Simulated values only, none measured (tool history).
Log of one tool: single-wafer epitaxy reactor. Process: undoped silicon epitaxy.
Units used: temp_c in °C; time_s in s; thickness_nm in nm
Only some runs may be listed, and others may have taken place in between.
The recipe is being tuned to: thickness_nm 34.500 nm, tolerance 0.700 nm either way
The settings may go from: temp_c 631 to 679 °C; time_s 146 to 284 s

{"run": 1, "hour": 0.0, "temp_c": 655, "time_s": 215, "thickness_nm": 43.425}
{"run": 2, "hour": 4.3, "temp_c": 652, "time_s": 215, "thickness_nm": 40.163}
{"run": 3, "hour": 7.5, "temp_c": 652, "time_s": 245, "thickness_nm": 46.067}
{"run": 4, "hour": 13.3, "temp_c": 642, "time_s": 245, "thickness_nm": 35.92}
{"run": 5, "hour": 18.4, "temp_c": 642, "time_s": 271, "thickness_nm": 39.906}
{"run": 6, "hour": 21.2, "temp_c": 642, "time_s": 284, "thickness_nm": 41.657}
{"run": 7, "hour": 28.7, "temp_c": 640, "time_s": 284, "thickness_nm": 39.709}
{"run": 8, "hour": 34.9, "temp_c": 638, "time_s": 284, "thickness_nm": 37.566}

Of the 4 settings listed for the next run, only one would bring every result within its allowed miss of target. Which one?
{"run": "A", "hour": 41.1, "temp_c": 643, "time_s": 279, "thickness_nm": "?"}
{"run": "B", "hour": 41.1, "temp_c": 641, "time_s": 284, "thickness_nm": "?"}
{"run": "C", "hour": 41.1, "temp_c": 637, "time_s": 270, "thickness_nm": "?"}
{"run": "D", "hour": 41.1, "temp_c": 644, "time_s": 273, "thickness_nm": "?"}

move=A thickness_nm=42.220
move=B thickness_nm=40.850
move=C thickness_nm=35.061
move=D thickness_nm=42.370
A: lands further from the targets than the last run did
B: lands further from the targets than the last run did
C: in spec on every target
D: lands further from the targets than the last run did
Correct choice: C, which meets every target
